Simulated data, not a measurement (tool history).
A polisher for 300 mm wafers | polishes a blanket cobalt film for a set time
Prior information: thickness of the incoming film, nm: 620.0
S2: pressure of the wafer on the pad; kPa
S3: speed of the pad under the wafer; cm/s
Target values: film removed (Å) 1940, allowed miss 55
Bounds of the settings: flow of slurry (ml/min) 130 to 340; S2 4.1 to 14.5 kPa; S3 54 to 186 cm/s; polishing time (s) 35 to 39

run 1 hour=0 | flow_of_slurry_(ml/min)=220 S2=9 S3=118 polishing_time_(s)=39 | film_removed_(Å)=1269.6
run 2 hour=4.9 | flow_of_slurry_(ml/min)=225 S2=9.7 S3=118 polishing_time_(s)=39 | film_removed_(Å)=1375
run 3 hour=8.8 | flow_of_slurry_(ml/min)=225 S2=8.3 S3=118 polishing_time_(s)=39 | film_removed_(Å)=1168.3
run 4 hour=15.8 | flow_of_slurry_(ml/min)=225 S2=6.9 S3=118 polishing_time_(s)=39 | film_removed_(Å)=969.61
run 5 hour=23.6 | flow_of_slurry_(ml/min)=225 S2=8.3 S3=118 polishing_time_(s)=39 | film_removed_(Å)=1168.2
run 6 hour=28 | flow_of_slurry_(ml/min)=200 S2=8.3 S3=118 polishing_time_(s)=39 | film_removed_(Å)=1152.2
run 7 hour=29.5 | flow_of_slurry_(ml/min)=200 S2=9 S3=118 polishing_time_(s)=39 | film_removed_(Å)=1234.2
run 8 hour=31.9 | flow_of_slurry_(ml/min)=215 S2=9.7 S3=118 polishing_time_(s)=39 | film_removed_(Å)=1350.7
run 9 hour=35.6 | flow_of_slurry_(ml/min)=220 S2=10.3 S3=118 polishing_time_(s)=39 | film_removed_(Å)=1436.3
run 10 hour=38.4 | flow_of_slurry_(ml/min)=220 S2=11 S3=118 polishing_time_(s)=39 | film_removed_(Å)=1572.2
run 11 hour=43.9 | flow_of_slurry_(ml/min)=225 S2=11.7 S3=118 polishing_time_(s)=39 | film_removed_(Å)=1643.3
run 12 hour=52.6 | flow_of_slurry_(ml/min)=225 S2=12.4 S3=118 polishing_time_(s)=39 | film_removed_(Å)=1743
run 13 hour=60.2 | flow_of_slurry_(ml/min)=230 S2=13.1 S3=118 polishing_time_(s)=39 | film_removed_(Å)=1848

Consider the 5 candidate settings below. Which is the only one whose results all fall within their allowed miss of target?
run A hour=67.8 | flow_of_slurry_(ml/min)=275 S2=13.1 S3=136 polishing_time_(s)=38 | film_removed_(Å)=?
run B hour=67.8 | flow_of_slurry_(ml/min)=235 S2=13.1 S3=134 polishing_time_(s)=39 | film_removed_(Å)=?
run C hour=67.8 | flow_of_slurry_(ml/min)=290 S2=14.5 S3=118 polishing_time_(s)=39 | film_removed_(Å)=?
run D hour=67.8 | flow_of_slurry_(ml/min)=220 S2=13.8 S3=118 polishing_time_(s)=39 | film_removed_(Å)=?
run E hour=67.8 | flow_of_slurry_(ml/min)=200 S2=12.4 S3=140 polishing_time_(s)=39 | film_removed_(Å)=?

move=A film_removed_(Å)=2092.5
move=B film_removed_(Å)=2080.3
move=C film_removed_(Å)=2074.4
move=D film_removed_(Å)=1917.4
move=E film_removed_(Å)=2015.8
A: carries the result that was furthest off beyond its target, to the other side
B: carries the result that was furthest off beyond its target, to the other side
C: carries the result that was furthest off beyond its target, to the other side
D: meets every target
E: carries the result that was furthest off beyond its target, to the other side
Move D is the one to make.
